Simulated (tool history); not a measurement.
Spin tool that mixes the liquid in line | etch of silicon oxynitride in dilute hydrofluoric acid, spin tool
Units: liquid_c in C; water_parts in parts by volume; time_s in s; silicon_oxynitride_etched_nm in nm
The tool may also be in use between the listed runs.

{"run": 1, "hour": 0.0, "liquid_c": 25, "water_parts": 235, "time_s": 265, "silicon_oxynitride_etched_nm": 3.4848}
{"run": 2, "hour": 7.1, "liquid_c": 26, "water_parts": 235, "time_s": 265, "silicon_oxynitride_etched_nm": 3.6828}
{"run": 3, "hour": 13.5, "liquid_c": 27, "water_parts": 215, "time_s": 265, "silicon_oxynitride_etched_nm": 4.307}
{"run": 4, "hour": 16.5, "liquid_c": 28, "water_parts": 200, "time_s": 265, "silicon_oxynitride_etched_nm": 4.8118}
{"run": 5, "hour": 22.7, "liquid_c": 28.5, "water_parts": 185, "time_s": 265, "silicon_oxynitride_etched_nm": 5.3552}
{"hour": 28.1, "done": "thermometer replaced"}
{"run": 6, "hour": 28.1, "liquid_c": 29, "water_parts": 175, "time_s": 265, "silicon_oxynitride_etched_nm": 5.568}
{"run": 7, "hour": 35.6, "liquid_c": 31.5, "water_parts": 95, "time_s": 270, "silicon_oxynitride_etched_nm": 12.468}

The next listed run, before its measurement:
{"run": 8, "hour": 38.0, "liquid_c": 30.5, "water_parts": 100, "time_s": 270, "silicon_oxynitride_etched_nm": "?"}

silicon_oxynitride_etched_nm: 10.995 nm

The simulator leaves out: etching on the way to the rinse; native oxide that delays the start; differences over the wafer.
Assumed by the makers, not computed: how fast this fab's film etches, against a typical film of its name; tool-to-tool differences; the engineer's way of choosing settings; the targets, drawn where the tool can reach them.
